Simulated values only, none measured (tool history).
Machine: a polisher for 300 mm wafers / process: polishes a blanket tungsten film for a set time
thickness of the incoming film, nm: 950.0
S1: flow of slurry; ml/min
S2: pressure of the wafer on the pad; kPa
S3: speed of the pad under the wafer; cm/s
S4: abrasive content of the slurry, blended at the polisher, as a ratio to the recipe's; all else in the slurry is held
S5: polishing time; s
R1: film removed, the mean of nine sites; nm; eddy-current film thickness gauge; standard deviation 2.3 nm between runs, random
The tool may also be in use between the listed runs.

| run | hour | S1 | S2 | S3 | S4 | S5 | R1 |
|---|---|---|---|---|---|---|---|
| 1 | 0.0 | 210 | 29.6 | 114 | 1.0 | 42 | 232.18 |
| 2 | 4.8 | 210 | 29.0 | 114 | 1.0 | 42 | 223.13 |
| 3 | 10.0 | 230 | 29.0 | 114 | 1.0 | 42 | 228.79 |
| 4 | 11.0 | 230 | 29.0 | 132 | 1.0 | 42 | 262.62 |
| 5 | 17.1 | 230 | 29.0 | 144 | 1.0 | 42 | 289.34 |
| 6 | 21.8 | 230 | 27.6 | 144 | 1.0 | 42 | 270.66 |
| 7 | 22.4 | 230 | 26.2 | 144 | 1.0 | 42 | 259.30 |
| 8 | 23.0 | 230 | 24.8 | 144 | 1.0 | 42 | 248.48 |
| 9 | 29.5 | 230 | 23.4 | 144 | 1.0 | 42 | 232.98 |

Predict the results of run 10:
| 10 | 30.6 | 230 | 22.8 | 144 | 1.0 | 42 | ? |

{"run 10": {"R1": 228.31}}
